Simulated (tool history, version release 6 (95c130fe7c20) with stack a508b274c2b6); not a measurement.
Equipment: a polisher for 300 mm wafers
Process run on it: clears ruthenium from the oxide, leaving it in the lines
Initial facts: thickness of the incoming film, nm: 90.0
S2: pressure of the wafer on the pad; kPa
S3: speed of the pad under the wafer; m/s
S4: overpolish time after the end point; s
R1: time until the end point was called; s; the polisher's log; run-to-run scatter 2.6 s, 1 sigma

run 1 hour=0 | flow_of_slurry_(ml/min)=250 S2=11 S3=0.78 S4=41 | R1=142.05
run 2 hour=8.5 | flow_of_slurry_(ml/min)=200 S2=11 S3=0.78 S4=41 | R1=145.51
run 3 hour=16.9 | flow_of_slurry_(ml/min)=200 S2=10.3 S3=0.78 S4=41 | R1=153.83
run 4 hour=18.8 | flow_of_slurry_(ml/min)=170 S2=10.3 S3=0.78 S4=41 | R1=155.34
-- hour=20.3 worn pad replaced by a new one
run 5 hour=20.3 | flow_of_slurry_(ml/min)=170 S2=9.7 S3=0.78 S4=41 | R1=147.31
run 6 hour=23.2 | flow_of_slurry_(ml/min)=170 S2=11.7 S3=0.78 S4=41 | R1=125.48
run 7 hour=28.3 | flow_of_slurry_(ml/min)=180 S2=11 S3=0.78 S4=41 | R1=132.56

Run 8, settings as shown, results not yet in. Your forecast:
run 8 hour=29.7 | flow_of_slurry_(ml/min)=195 S2=10.3 S3=0.78 S4=41 | R1=?

{"run 8": {"R1": 134.72}}

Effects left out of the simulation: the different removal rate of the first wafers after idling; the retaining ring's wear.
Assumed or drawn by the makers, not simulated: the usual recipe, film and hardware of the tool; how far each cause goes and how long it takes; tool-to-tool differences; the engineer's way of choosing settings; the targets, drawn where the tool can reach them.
